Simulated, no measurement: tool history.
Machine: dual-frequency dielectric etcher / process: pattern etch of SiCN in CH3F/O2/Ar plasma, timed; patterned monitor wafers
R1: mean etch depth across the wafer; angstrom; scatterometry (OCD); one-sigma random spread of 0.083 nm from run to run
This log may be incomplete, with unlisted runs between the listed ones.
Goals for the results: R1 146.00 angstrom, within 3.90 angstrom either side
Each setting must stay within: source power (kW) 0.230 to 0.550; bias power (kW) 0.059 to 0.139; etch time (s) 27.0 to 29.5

run 1 hour=0.0 | source_power_(kW)=0.390 bias_power_(kW)=0.099 etch_time_(s)=29.5 | R1=130.55
run 2 hour=6.2 | source_power_(kW)=0.420 bias_power_(kW)=0.102 etch_time_(s)=29.5 | R1=135.39
run 3 hour=9.9 | source_power_(kW)=0.420 bias_power_(kW)=0.102 etch_time_(s)=27.0 | R1=124.23
run 4 hour=17.7 | source_power_(kW)=0.420 bias_power_(kW)=0.113 etch_time_(s)=27.0 | R1=129.87
run 5 hour=20.3 | source_power_(kW)=0.440 bias_power_(kW)=0.118 etch_time_(s)=27.5 | R1=138.18
run 6 hour=22.6 | source_power_(kW)=0.440 bias_power_(kW)=0.118 etch_time_(s)=27.0 | R1=136.17
run 7 hour=27.6 | source_power_(kW)=0.460 bias_power_(kW)=0.120 etch_time_(s)=27.0 | R1=140.07
run 8 hour=32.9 | source_power_(kW)=0.470 bias_power_(kW)=0.121 etch_time_(s)=27.0 | R1=141.81

Exactly one of the 4 candidate moves below puts every result within its allowed miss. Which one?
run A hour=38.2 | source_power_(kW)=0.470 bias_power_(kW)=0.106 etch_time_(s)=28.0 | R1=?
run B hour=38.2 | source_power_(kW)=0.460 bias_power_(kW)=0.115 etch_time_(s)=27.0 | R1=?
run C hour=38.2 | source_power_(kW)=0.460 bias_power_(kW)=0.131 etch_time_(s)=27.0 | R1=?
run D hour=38.2 | source_power_(kW)=0.430 bias_power_(kW)=0.117 etch_time_(s)=28.0 | R1=?

move=A R1=138.09
move=B R1=136.83
move=C R1=145.27
move=D R1=138.49
A: moves away from the targets compared with the last run
B: moves away from the targets compared with the last run
C: in spec on every target
D: moves away from the targets compared with the last run
Answer: C
